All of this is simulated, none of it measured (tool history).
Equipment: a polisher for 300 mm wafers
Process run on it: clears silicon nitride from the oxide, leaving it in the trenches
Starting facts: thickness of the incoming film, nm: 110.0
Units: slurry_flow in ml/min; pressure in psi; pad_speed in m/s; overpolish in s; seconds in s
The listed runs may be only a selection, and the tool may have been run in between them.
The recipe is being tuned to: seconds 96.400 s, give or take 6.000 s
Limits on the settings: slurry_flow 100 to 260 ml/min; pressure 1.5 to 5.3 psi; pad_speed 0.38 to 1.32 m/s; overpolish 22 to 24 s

run	hour	slurry_flow	pressure	pad_speed	overpolish	seconds
1	0.0	165	3.4	0.84	22	149.820
2	5.5	165	3.4	0.66	22	187.050
3	6.4	165	4.0	0.70	22	148.070
4	8.6	165	4.0	0.82	22	125.400
5	15.4	165	4.0	0.66	22	153.890
6	23.6	165	4.4	0.68	22	136.040
7	24.3	165	4.7	0.70	22	126.910
8	27.2	165	4.9	0.74	22	116.250
9	36.2	165	5.0	0.76	22	112.730
10	41.7	165	5.1	0.78	22	105.300

Which one of the following 5 next-run settings gets every result inside its allowed miss? There is exactly one.
A	47.2	185	5.2	0.84	24	?
B	47.2	145	5.3	0.70	24	?
C	47.2	135	5.1	0.80	22	?
D	47.2	180	5.0	0.74	24	?
E	47.2	155	4.6	0.80	22	?

move	seconds
A	96.661
B	117.200
C	109.070
D	113.520
E	117.450
A: all results land within tolerance of their targets
B: misses by more than the last run did
C: misses by more than the last run did
D: misses by more than the last run did
E: misses by more than the last run did
Correct choice: A, which meets every target

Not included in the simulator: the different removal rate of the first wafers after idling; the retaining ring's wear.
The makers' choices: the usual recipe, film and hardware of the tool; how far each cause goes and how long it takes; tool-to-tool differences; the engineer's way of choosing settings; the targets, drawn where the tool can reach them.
